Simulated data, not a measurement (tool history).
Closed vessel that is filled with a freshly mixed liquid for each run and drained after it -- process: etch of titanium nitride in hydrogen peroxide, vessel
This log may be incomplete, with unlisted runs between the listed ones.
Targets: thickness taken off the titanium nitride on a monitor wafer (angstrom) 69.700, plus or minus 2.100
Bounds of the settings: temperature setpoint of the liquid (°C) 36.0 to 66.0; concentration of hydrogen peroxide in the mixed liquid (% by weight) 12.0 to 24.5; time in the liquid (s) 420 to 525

run	day	temperature setpoint of the liquid (°C)	concentration of hydrogen peroxide in the mixed liquid (% by weight)	time in the liquid (s)	thickness taken off the titanium nitride on a monitor wafer (angstrom)
1	0.000	52.0	16.5	525	137.010
2	0.346	52.0	15.0	525	135.010
3	0.388	54.5	15.0	525	160.640
4	0.542	51.5	15.0	525	130.170
5	0.788	49.5	15.0	525	113.220
6	1.112	48.0	15.0	525	100.850
7	1.271	47.0	15.0	525	93.837
8	1.600	46.0	15.0	525	86.764
9	1.746	45.5	15.0	525	84.836
10	2.058	45.0	15.0	525	79.906
11	2.429	44.5	15.0	525	78.368
12	2.550	44.0	15.0	525	75.522
13	2.812	43.5	15.0	525	71.801
14	3.146	43.5	15.0	525	73.121

Exactly one of the 5 candidate moves below puts every result within its allowed miss. Which one?
A	3.479	48.5	12.0	420	?
B	3.479	44.5	14.5	515	?
C	3.479	47.5	14.5	425	?
D	3.479	46.0	16.5	435	?
E	3.479	43.5	12.0	525	?

move	thickness taken off the titanium nitride on a monitor wafer (angstrom)
A	79.878
B	75.845
C	78.162
D	73.606
E	68.948
A: further off than the last run
B: further off than the last run
C: further off than the last run
D: further off than the last run
E: meets every target
E is the move that brings every result within its allowed miss.
